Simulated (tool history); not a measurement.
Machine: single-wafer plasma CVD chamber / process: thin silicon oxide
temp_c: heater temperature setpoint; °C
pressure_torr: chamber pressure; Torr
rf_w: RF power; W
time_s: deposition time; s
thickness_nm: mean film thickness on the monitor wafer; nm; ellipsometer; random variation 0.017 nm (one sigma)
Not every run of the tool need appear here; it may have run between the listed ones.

run,hour,temp_c,pressure_torr,rf_w,time_s,thickness_nm
1,0.0,390,0.669,365,3.01,4.7701
2,0.8,390,0.669,365,2.85,4.5056
3,4.8,390,0.643,365,2.85,4.3971
4,11.1,390,0.643,365,2.85,4.3597
5,18.7,390,0.620,365,2.85,4.2299
6,25.6,390,0.620,365,2.85,4.2097

Run 7, settings as shown, results not yet in. Your forecast:
7,26.7,390,0.602,365,2.85,?

Run 7 came out at thickness_nm 4.0783 nm.

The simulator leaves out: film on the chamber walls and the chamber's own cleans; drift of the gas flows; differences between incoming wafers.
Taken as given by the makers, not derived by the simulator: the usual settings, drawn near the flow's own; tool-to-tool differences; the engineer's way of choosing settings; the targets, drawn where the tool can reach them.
